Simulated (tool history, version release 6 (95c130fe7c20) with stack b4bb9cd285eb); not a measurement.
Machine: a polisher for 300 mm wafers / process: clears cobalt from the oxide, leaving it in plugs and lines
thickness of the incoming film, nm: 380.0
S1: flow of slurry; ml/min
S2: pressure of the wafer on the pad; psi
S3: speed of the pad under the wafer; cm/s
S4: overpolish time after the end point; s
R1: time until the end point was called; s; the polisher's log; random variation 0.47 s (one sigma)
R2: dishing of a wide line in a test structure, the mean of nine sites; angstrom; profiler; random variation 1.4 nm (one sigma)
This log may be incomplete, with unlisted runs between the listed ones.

| run | hour | S1 | S2 | S3 | S4 | R1 | R2 |
|---|---|---|---|---|---|---|---|
| 1 | 0 | 215 | 2.3 | 126 | 16 | 51.993 | 703.42 |
| 2 | 2.9 | 215 | 2.3 | 104 | 16 | 62.412 | 632.56 |
| 3 | 6.2 | 215 | 2.3 | 128 | 16 | 51.784 | 715.73 |
| 4 | 10.6 | 215 | 2.5 | 130 | 17 | 47.678 | 761.28 |
| 5 | 19 | 215 | 2.7 | 130 | 17 | 43.96 | 781.12 |
| 6 | 23.8 | 215 | 3.2 | 130 | 17 | 37.043 | 822.1 |
| 7 | 31.6 | 215 | 3.2 | 130 | 18 | 38.021 | 826.83 |
| 8 | 35.4 | 215 | 3.3 | 132 | 19 | 37.526 | 861.56 |

Estimate the outcome of run 9 from the log above:
| 9 | 37.2 | 215 | 3.4 | 132 | 20 | ? | ? |

Logged for run 9: R1 34.945 s, R2 855.79 angstrom.

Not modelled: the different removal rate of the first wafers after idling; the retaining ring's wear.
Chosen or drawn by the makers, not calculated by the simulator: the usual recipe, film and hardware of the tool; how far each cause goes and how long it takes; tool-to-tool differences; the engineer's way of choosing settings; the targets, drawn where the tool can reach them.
